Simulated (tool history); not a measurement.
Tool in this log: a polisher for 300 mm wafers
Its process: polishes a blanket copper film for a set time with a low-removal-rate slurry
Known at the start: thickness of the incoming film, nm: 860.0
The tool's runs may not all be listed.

run,day,flow of slurry (ml/min),pressure of the wafer on the pad (psi),speed of the pad under the wafer (m/s),abrasive content of the slurry,polishing time (s),film removed (nm)
1,0.000,120,2.6,1.04,1.0,22,57.303
2,0.342,120,2.6,1.04,1.1,22,60.387
3,0.621,125,2.6,1.04,1.1,22,59.839
4,0.933,125,2.6,1.04,1.1,20,53.650
5,1.058,125,2.7,1.04,1.1,20,55.284
6,1.354,125,2.7,1.14,1.1,20,61.384
7,1.446,125,3.0,1.14,1.1,20,67.264

Run 8 has not been measured yet. What should we expect?
8,1.496,125,3.0,1.14,1.1,20,?

Run 8 came out at film removed (nm) 67.124.
